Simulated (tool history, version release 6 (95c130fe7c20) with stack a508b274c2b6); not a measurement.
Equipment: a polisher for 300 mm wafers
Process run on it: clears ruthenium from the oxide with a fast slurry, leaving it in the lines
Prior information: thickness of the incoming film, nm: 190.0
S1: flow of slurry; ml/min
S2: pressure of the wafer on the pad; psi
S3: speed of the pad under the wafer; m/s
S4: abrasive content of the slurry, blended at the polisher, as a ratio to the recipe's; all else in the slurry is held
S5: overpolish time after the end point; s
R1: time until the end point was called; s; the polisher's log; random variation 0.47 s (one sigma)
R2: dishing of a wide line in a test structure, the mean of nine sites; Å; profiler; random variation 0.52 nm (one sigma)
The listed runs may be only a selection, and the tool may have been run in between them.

Run 1, hour 0.0: S1 220 ml/min, S2 3.1 psi, S3 0.90 m/s, S4 1.00, S5 13 s. Result: R1 41.925 s, R2 403.68 Å.
Run 2, hour 2.0: S1 185 ml/min, S2 3.1 psi, S3 0.90 m/s, S4 1.00, S5 13 s. Result: R1 41.353 s, R2 408.33 Å.
Run 3, hour 4.8: S1 185 ml/min, S2 3.1 psi, S3 0.90 m/s, S4 1.15, S5 13 s. Result: R1 40.914 s, R2 429.51 Å.
Run 4, hour 5.5: S1 185 ml/min, S2 3.2 psi, S3 0.90 m/s, S4 1.10, S5 13 s. Result: R1 39.923 s, R2 428.98 Å.
Run 5, hour 8.9: S1 185 ml/min, S2 3.3 psi, S3 0.90 m/s, S4 1.10, S5 13 s. Result: R1 39.560 s, R2 440.76 Å.
Run 6, hour 15.7: S1 185 ml/min, S2 2.9 psi, S3 0.90 m/s, S4 1.10, S5 13 s. Result: R1 45.440 s, R2 392.99 Å.

Run 7 has not been measured yet. What should we expect?
Run 7, hour 21.4: S1 185 ml/min, S2 3.0 psi, S3 0.90 m/s, S4 1.05, S5 13 s. Result: R1 ?, R2 ?.

R1: 43.572 s
R2: 403.62 Å

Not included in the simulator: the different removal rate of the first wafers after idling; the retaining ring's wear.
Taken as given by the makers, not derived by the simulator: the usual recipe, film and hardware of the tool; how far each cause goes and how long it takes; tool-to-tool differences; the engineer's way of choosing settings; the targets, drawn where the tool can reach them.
